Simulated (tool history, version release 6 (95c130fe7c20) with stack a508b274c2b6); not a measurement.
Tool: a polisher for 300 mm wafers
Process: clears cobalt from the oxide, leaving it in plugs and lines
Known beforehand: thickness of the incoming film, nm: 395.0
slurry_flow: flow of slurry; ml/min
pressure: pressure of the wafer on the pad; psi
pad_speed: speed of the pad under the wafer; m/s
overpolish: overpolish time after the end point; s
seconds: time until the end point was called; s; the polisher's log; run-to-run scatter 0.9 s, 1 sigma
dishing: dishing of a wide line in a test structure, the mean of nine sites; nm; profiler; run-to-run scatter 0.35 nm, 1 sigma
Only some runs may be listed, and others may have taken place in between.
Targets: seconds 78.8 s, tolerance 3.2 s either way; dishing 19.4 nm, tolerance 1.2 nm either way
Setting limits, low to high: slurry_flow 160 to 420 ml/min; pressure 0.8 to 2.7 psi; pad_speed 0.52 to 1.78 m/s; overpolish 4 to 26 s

{"run": 1, "hour": 0.0, "slurry_flow": 270, "pressure": 1.7, "pad_speed": 1.14, "overpolish": 13, "seconds": 71.97, "dishing": 39.713}
{"run": 2, "hour": 5.8, "slurry_flow": 270, "pressure": 1.7, "pad_speed": 1.32, "overpolish": 13, "seconds": 62.786, "dishing": 41.806}
{"run": 3, "hour": 10.5, "slurry_flow": 270, "pressure": 1.7, "pad_speed": 1.32, "overpolish": 8, "seconds": 64.074, "dishing": 31.975}
{"run": 4, "hour": 12.0, "slurry_flow": 260, "pressure": 1.6, "pad_speed": 1.36, "overpolish": 8, "seconds": 67.104, "dishing": 31.95}
{"run": 5, "hour": 19.2, "slurry_flow": 275, "pressure": 1.6, "pad_speed": 1.34, "overpolish": 8, "seconds": 65.943, "dishing": 30.299}
{"run": 6, "hour": 20.5, "slurry_flow": 275, "pressure": 1.9, "pad_speed": 1.34, "overpolish": 8, "seconds": 54.725, "dishing": 34.665}
{"run": 7, "hour": 24.5, "slurry_flow": 290, "pressure": 1.8, "pad_speed": 1.36, "overpolish": 8, "seconds": 58.643, "dishing": 34.024}
{"run": 8, "hour": 29.6, "slurry_flow": 275, "pressure": 1.7, "pad_speed": 1.38, "overpolish": 8, "seconds": 60.395, "dishing": 34.203}
{"run": 9, "hour": 33.5, "slurry_flow": 350, "pressure": 1.8, "pad_speed": 1.06, "overpolish": 4, "seconds": 71.2, "dishing": 16.903}

Of the 5 settings listed for the next run, only one would bring every result within its allowed miss of target. Which one?
{"run": "A", "hour": 37.4, "slurry_flow": 290, "pressure": 2, "pad_speed": 0.78, "overpolish": 4, "seconds": "?", "dishing": "?"}
{"run": "B", "hour": 37.4, "slurry_flow": 345, "pressure": 1.9, "pad_speed": 1.14, "overpolish": 4, "seconds": "?", "dishing": "?"}
{"run": "C", "hour": 37.4, "slurry_flow": 360, "pressure": 1.8, "pad_speed": 0.96, "overpolish": 5, "seconds": "?", "dishing": "?"}
{"run": "D", "hour": 37.4, "slurry_flow": 335, "pressure": 2.3, "pad_speed": 0.8, "overpolish": 5, "seconds": "?", "dishing": "?"}
{"run": "E", "hour": 37.4, "slurry_flow": 330, "pressure": 2.1, "pad_speed": 0.82, "overpolish": 4, "seconds": "?", "dishing": "?"}

move=A seconds=85.491 dishing=14.532
move=B seconds=63.518 dishing=18.61
move=C seconds=77.832 dishing=18.924
move=D seconds=72.233 dishing=20.085
move=E seconds=77.354 dishing=15.818
A: carries the result that was furthest off beyond its target, to the other side
B: further off than the last run
C: in spec on every target
D: moves toward the targets from the last run without getting all of them in spec
E: brings the result that was furthest off to its target, and leaves another outside
C is the move that brings every result within its allowed miss.
